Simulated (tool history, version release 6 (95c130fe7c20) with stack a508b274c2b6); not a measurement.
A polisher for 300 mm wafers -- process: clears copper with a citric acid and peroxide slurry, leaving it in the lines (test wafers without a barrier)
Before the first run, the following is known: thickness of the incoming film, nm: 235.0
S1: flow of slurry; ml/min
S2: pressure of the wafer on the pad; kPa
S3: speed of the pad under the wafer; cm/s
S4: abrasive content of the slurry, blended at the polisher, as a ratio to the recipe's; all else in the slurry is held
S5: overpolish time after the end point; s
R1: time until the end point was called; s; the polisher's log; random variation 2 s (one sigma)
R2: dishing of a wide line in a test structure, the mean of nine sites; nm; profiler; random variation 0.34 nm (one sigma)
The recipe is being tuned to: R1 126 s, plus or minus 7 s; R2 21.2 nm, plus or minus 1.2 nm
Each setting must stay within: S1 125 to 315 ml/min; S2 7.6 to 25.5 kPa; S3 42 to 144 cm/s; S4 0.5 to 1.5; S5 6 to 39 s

Run 1, hour 0: S1 205 ml/min, S2 16.5 kPa, S3 92 cm/s, S4 1, S5 20 s. Result: R1 155.17 s, R2 24.593 nm.
Run 2, hour 3.4: S1 205 ml/min, S2 16.5 kPa, S3 92 cm/s, S4 0.9, S5 20 s. Result: R1 157.26 s, R2 23.709 nm.
Run 3, hour 10: S1 205 ml/min, S2 12.4 kPa, S3 92 cm/s, S4 0.9, S5 20 s. Result: R1 192.12 s, R2 19.927 nm.
Run 4, hour 15.2: S1 205 ml/min, S2 12.4 kPa, S3 110 cm/s, S4 0.9, S5 20 s. Result: R1 162.32 s, R2 22.696 nm.
Run 5, hour 17.1: S1 205 ml/min, S2 12.4 kPa, S3 110 cm/s, S4 0.9, S5 23 s. Result: R1 162.09 s, R2 25.994 nm.
Run 6, hour 25.7: S1 200 ml/min, S2 13.8 kPa, S3 112 cm/s, S4 0.9, S5 20 s. Result: R1 148.58 s, R2 24.092 nm.
Run 7, hour 31.3: S1 200 ml/min, S2 14.5 kPa, S3 114 cm/s, S4 0.9, S5 18 s. Result: R1 141.75 s, R2 23.763 nm.
Run 8, hour 33.6: S1 210 ml/min, S2 16.5 kPa, S3 116 cm/s, S4 0.9, S5 11 s. Result: R1 127.48 s, R2 17.603 nm.
Run 9, hour 35.8: S1 210 ml/min, S2 16.5 kPa, S3 116 cm/s, S4 0.9, S5 12 s. Result: R1 124.11 s, R2 18.998 nm.
Run 10, hour 40.4: S1 210 ml/min, S2 16.5 kPa, S3 116 cm/s, S4 0.9, S5 13 s. Result: R1 127.16 s, R2 19.812 nm.
Run 11, hour 49: S1 210 ml/min, S2 16.5 kPa, S3 116 cm/s, S4 0.9, S5 13 s. Result: R1 126.42 s, R2 19.548 nm.

Next run, 4 choices. One meets every target within its allowed miss, the rest don't. Which?
Run A, hour 57.6: S1 190 ml/min, S2 17.2 kPa, S3 110 cm/s, S4 0.85, S5 12 s. Result: R1 ?, R2 ?.
Run B, hour 57.6: S1 230 ml/min, S2 15.9 kPa, S3 110 cm/s, S4 1.15, S5 12 s. Result: R1 ?, R2 ?.
Run C, hour 57.6: S1 190 ml/min, S2 17.2 kPa, S3 114 cm/s, S4 0.9, S5 14 s. Result: R1 ?, R2 ?.
Run D, hour 57.6: S1 185 ml/min, S2 17.2 kPa, S3 114 cm/s, S4 0.9, S5 11 s. Result: R1 ?, R2 ?.

move      R1      R2
   A  130.96  17.701
   B  123.84  18.564
   C  124.07   21.31
   D  124.49  17.127
A: its largest miss is bigger than the last run's
B: its largest miss is bigger than the last run's
C: meets every target
D: its largest miss is bigger than the last run's
Move C is the one to make.

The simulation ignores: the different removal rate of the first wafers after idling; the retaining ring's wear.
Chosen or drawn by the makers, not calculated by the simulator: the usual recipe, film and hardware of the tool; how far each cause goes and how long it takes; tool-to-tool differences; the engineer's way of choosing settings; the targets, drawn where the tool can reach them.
